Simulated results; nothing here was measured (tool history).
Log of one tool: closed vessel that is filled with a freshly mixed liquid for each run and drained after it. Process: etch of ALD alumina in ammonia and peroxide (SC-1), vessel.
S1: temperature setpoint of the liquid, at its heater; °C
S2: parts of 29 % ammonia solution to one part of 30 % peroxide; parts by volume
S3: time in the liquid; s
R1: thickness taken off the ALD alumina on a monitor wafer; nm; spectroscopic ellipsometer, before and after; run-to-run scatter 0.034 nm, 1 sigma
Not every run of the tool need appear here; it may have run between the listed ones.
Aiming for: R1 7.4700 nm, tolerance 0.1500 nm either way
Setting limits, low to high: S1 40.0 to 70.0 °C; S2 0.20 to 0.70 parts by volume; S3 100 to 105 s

run,hour,S1,S2,S3,R1
1,0.0,56.0,0.40,100,8.7057
2,4.0,56.0,0.40,105,9.1306
3,11.7,56.0,0.50,105,9.3786
4,12.8,56.0,0.40,105,9.1231
5,19.4,58.5,0.40,105,10.3880
6,21.9,58.5,0.50,105,10.7810
# hour 26.3: new drum of ammonia solution connected
7,26.3,56.0,0.50,105,9.3672
8,32.9,51.0,0.50,105,7.2233

Next run, 4 choices. One meets every target within its allowed miss, the rest don't. Which?
A,39.5,51.0,0.70,105,?
B,39.5,51.0,0.45,105,?
C,39.5,52.5,0.50,105,?
D,39.5,51.5,0.65,100,?

move,R1
A,7.4516
B,7.1447
C,7.8298
D,7.2417
A: all results land within tolerance of their targets
B: the biggest miss grows against the last run
C: the result that was furthest off in the last run now lies on the other side of its target
D: closes in on the targets versus the last run, not all within tolerance yet
The right move is A.

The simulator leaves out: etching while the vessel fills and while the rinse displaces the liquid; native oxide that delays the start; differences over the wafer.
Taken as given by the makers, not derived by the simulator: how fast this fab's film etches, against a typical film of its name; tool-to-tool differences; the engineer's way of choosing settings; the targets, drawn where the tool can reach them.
